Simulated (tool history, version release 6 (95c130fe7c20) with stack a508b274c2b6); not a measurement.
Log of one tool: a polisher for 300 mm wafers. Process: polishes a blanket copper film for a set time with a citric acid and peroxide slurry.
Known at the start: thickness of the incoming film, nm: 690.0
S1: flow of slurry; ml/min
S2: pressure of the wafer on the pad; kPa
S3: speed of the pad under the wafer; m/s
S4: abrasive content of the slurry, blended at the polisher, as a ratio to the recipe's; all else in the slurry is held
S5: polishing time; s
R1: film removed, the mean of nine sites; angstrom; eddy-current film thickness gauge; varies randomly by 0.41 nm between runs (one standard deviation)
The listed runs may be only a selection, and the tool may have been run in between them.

Run 1, day 0: S1 210 ml/min, S2 22.1 kPa, S3 0.98 m/s, S4 1, S5 33 s. Result: R1 861.52 angstrom.
Run 2, day 0.296: S1 210 ml/min, S2 24.1 kPa, S3 0.98 m/s, S4 1, S5 33 s. Result: R1 922.56 angstrom.
Run 3, day 0.371: S1 265 ml/min, S2 24.1 kPa, S3 0.98 m/s, S4 1, S5 33 s. Result: R1 944.63 angstrom.
Run 4, day 0.438: S1 265 ml/min, S2 27.6 kPa, S3 0.98 m/s, S4 1, S5 33 s. Result: R1 1076.1 angstrom.
Run 5, day 0.738: S1 265 ml/min, S2 27.6 kPa, S3 0.74 m/s, S4 1, S5 33 s. Result: R1 896.62 angstrom.
Run 6, day 1.092: S1 265 ml/min, S2 27.6 kPa, S3 0.74 m/s, S4 0.85, S5 33 s. Result: R1 856.84 angstrom.
Run 7, day 1.121: S1 265 ml/min, S2 25.5 kPa, S3 0.74 m/s, S4 0.85, S5 33 s. Result: R1 801.72 angstrom.
Run 8, day 1.488: S1 265 ml/min, S2 25.5 kPa, S3 0.74 m/s, S4 0.85, S5 33 s. Result: R1 803.62 angstrom.
Run 9, day 1.554: S1 265 ml/min, S2 25.5 kPa, S3 0.74 m/s, S4 0.85, S5 33 s. Result: R1 790.54 angstrom.

Run 10 has not been measured yet. What should we expect?
Run 10, day 1.921: S1 265 ml/min, S2 23.4 kPa, S3 0.74 m/s, S4 0.85, S5 33 s. Result: R1 ?.

{"run 10": {"R1": 742.31}}
